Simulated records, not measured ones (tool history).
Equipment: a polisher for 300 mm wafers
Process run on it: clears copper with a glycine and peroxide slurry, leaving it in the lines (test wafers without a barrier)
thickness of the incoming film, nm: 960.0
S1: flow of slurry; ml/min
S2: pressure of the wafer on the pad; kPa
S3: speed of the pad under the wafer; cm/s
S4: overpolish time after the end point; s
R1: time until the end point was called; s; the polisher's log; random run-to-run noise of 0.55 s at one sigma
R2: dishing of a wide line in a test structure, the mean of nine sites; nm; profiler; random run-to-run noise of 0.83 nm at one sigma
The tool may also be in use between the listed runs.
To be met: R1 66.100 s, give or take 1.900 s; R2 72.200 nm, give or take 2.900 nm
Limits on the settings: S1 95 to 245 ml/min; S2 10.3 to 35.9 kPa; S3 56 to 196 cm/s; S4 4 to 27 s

run,hour,S1,S2,S3,S4,R1,R2
1,0.0,155,22.8,126,14,127.170,50.998
2,1.8,160,24.8,128,14,113.700,55.791
3,5.6,160,24.8,128,16,116.420,58.828
4,8.4,190,24.8,128,16,112.850,58.983
5,15.4,195,26.9,130,15,102.300,60.535
6,21.4,195,28.3,132,15,98.075,63.148
7,23.3,200,29.6,136,14,89.843,62.619
8,26.0,200,31.0,138,14,85.566,64.170
9,33.2,205,31.7,140,14,82.485,64.618
10,34.4,215,35.9,150,14,70.697,71.019
11,42.4,215,35.9,152,14,68.923,70.073
12,44.8,215,35.9,154,14,68.854,70.949

Exactly one of the 4 candidate moves below puts every result within its allowed miss. Which one?
A,47.2,220,35.9,160,20,?,?
B,47.2,165,35.9,166,15,?,?
C,47.2,205,35.9,164,21,?,?
D,47.2,210,34.5,154,15,?,?

move,R1,R2
A,66.456,78.753
B,66.910,72.628
C,65.665,79.633
D,71.496,71.112
A: brings the last run's worst result on target, with another outside its allowed miss
B: meets every target
C: brings the last run's worst result on target, with another outside its allowed miss
D: the biggest miss grows against the last run
The move that meets every target is B.
